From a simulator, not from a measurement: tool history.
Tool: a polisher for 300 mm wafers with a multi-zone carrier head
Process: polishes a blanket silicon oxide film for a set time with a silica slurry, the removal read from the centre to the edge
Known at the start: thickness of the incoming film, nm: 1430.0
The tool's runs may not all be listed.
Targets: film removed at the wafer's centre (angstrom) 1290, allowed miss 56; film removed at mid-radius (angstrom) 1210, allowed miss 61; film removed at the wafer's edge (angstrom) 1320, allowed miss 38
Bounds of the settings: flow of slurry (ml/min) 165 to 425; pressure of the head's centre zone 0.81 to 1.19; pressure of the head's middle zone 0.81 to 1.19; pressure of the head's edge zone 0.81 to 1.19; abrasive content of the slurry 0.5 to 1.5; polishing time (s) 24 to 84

| run | hour | flow of slurry (ml/min) | pressure of the head's centre zone | pressure of the head's middle zone | pressure of the head's edge zone | abrasive content of the slurry | polishing time (s) | film removed at the wafer's centre (angstrom) | film removed at mid-radius (angstrom) | film removed at the wafer's edge (angstrom) |
|---|---|---|---|---|---|---|---|---|---|---|
| 1 | 0 | 275 | 1 | 1 | 1 | 1 | 54 | 2146.8 | 2059.5 | 2053.9 |
| 2 | 2.1 | 270 | 0.97 | 0.96 | 0.98 | 0.85 | 51 | 1739.9 | 1720.7 | 1789.2 |
| 3 | 5.1 | 270 | 1.02 | 0.96 | 0.98 | 0.85 | 51 | 1893.1 | 1711 | 1791 |
| 4 | 11.9 | 325 | 1.02 | 0.96 | 0.98 | 0.85 | 51 | 1880.5 | 1792.8 | 1811.7 |
| 5 | 14.4 | 325 | 1.02 | 0.96 | 1.02 | 0.85 | 51 | 1896 | 1768 | 1825.5 |
| 6 | 15.2 | 300 | 1.02 | 0.96 | 1.02 | 0.85 | 51 | 1914.3 | 1780.5 | 1802.8 |
|  | 17.6 | worn pad replaced by a new one |
| 7 | 17.6 | 295 | 1.01 | 0.94 | 1.01 | 0.75 | 49 | 1944 | 1757.8 | 1851.6 |
| 8 | 26.6 | 290 | 1 | 0.92 | 0.97 | 0.85 | 46 | 1959.7 | 1761.7 | 1861.8 |
| 9 | 28.5 | 255 | 0.99 | 0.95 | 1 | 0.75 | 44 | 1702.5 | 1589 | 1651.6 |
| 10 | 36.9 | 235 | 0.97 | 0.93 | 0.96 | 0.7 | 41 | 1503.2 | 1365 | 1479.9 |
| 11 | 45.2 | 225 | 0.89 | 0.93 | 0.86 | 0.6 | 41 | 1244.4 | 1260.6 | 1284.1 |

4 next moves are on the table. One of them brings every result within its allowed miss. Which?
| A | 53.5 | 170 | 0.91 | 0.85 | 0.85 | 0.65 | 41 | ? | ? | ? |
| B | 53.5 | 275 | 0.99 | 0.86 | 0.81 | 0.6 | 40 | ? | ? | ? |
| C | 53.5 | 220 | 0.86 | 0.92 | 0.85 | 0.6 | 43 | ? | ? | ? |
| D | 53.5 | 210 | 0.9 | 0.95 | 0.82 | 0.6 | 43 | ? | ? | ? |

| move | film removed at the wafer's centre (angstrom) | film removed at mid-radius (angstrom) | film removed at the wafer's edge (angstrom) |
|---|---|---|---|
| A | 1315.2 | 1215.4 | 1327.9 |
| B | 1377.5 | 1183.3 | 1249.1 |
| C | 1277.6 | 1324.8 | 1347.5 |
| D | 1327.6 | 1355.9 | 1327.3 |
A: meets every target
B: further off than the last run
C: brings the result that was furthest off to its target, and leaves another outside
D: brings the result that was furthest off to its target, and leaves another outside
Answer: A
